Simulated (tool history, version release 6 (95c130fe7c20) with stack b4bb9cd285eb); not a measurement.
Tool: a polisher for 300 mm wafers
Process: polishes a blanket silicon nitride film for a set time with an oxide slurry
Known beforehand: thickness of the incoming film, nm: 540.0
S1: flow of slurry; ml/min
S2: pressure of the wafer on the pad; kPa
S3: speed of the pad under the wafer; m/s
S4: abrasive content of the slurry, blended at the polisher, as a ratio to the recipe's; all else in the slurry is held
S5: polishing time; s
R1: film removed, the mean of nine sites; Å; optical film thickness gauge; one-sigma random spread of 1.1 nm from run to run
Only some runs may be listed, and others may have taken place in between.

run  hour   S1    S2   S3   S4   S5       R1
  1   0.0  205  26.9  1.1  1.0  109   991.26
  2   6.2  235  26.9  1.1  1.0  109  1014.20
  3  11.9  235  25.5  1.1  1.0  109   953.93
  4  19.7  235  25.5  1.1  1.0  109   968.81
  5  28.6  215  25.5  1.1  1.0  109   944.43
  6  33.4  215  24.8  1.1  1.0  109   918.27

Forecast run 7:
  7  39.8  215  24.1  1.1  1.0  109   ?

Run 7 came out at R1 921.23 Å.

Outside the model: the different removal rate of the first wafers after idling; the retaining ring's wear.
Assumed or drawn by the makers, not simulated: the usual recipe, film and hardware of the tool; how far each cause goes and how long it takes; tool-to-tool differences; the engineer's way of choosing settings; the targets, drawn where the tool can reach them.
